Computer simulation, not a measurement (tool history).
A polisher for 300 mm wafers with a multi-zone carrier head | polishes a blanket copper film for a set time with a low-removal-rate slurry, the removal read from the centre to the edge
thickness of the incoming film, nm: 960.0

run	day	flow of slurry (ml/min)	pressure of the head's centre zone	pressure of the head's middle zone	pressure of the head's edge zone	abrasive content of the slurry	polishing time (s)	film removed at the wafer's centre (nm)	film removed at mid-radius (nm)	film removed at the wafer's edge (nm)
1	0	210	1	1	1	1	88	231.18	223.32	219.94
2	0.375	210	1	1	1.05	1	88	231.75	217.64	222.64
3	0.679	215	0.99	1.01	1.07	1.1	89	238.92	227.92	232.3
4	0.904	215	0.99	0.95	1.07	1.1	89	243.14	214.67	232.8
5	0.938	215	0.99	0.95	1.12	1.1	89	243.99	219.35	242.05
6	1.075	215	0.99	0.95	1.09	1.1	89	242.6	216.52	235.44
7	1.125	220	0.98	0.97	1.11	1.15	90	247.28	225.27	241.19
8	1.254	215	0.96	0.98	1.12	1.2	92	248.87	238.59	253.49
9	1.579	220	0.96	0.99	1.13	1.2	92	248.44	236.09	255.63
10	1.817	225	0.96	1.01	1.14	1.2	92	246.62	243.99	255.92
11	1.967	230	0.96	1.02	1.15	1.2	92	249.33	244.17	258.5
12	2.2	235	0.96	1.04	1.16	1.2	92	246.72	249.47	257.27
13	2.471	235	0.96	1.05	1.16	1.25	92	254.34	255.3	262.99

The next listed run, before its measurement:
14	2.742	240	0.96	1.06	1.17	1.25	92	?	?	?

Run 14 gave film removed at the wafer's centre (nm) 252.64, film removed at mid-radius (nm) 252.17, film removed at the wafer's edge (nm) 262.89.
